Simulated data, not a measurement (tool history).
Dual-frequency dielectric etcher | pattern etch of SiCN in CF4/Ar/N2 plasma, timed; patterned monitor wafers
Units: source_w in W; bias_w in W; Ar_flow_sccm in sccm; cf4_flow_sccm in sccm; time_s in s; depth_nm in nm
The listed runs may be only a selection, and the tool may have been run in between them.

run    day  source_w  bias_w  Ar_flow_sccm  cf4_flow_sccm  time_s  depth_nm
  1  0.000       320      94           130             54      54    37.184
  2  0.092       300      94           130             54      54    34.544
  3  0.117       300      94           130             57      54    34.955
  4  0.425       300      94           130             63      54    35.223
  5  0.717       290      94           130             63      54    34.199
  6  0.883       280      94           130             63      54    32.780
  7  1.050       220      93           130             63      54    25.163

What does the tool deliver on the next run?
  8  1.350       230      93           130             63      54         ?

Run 8 gave depth_nm 26.450 nm.
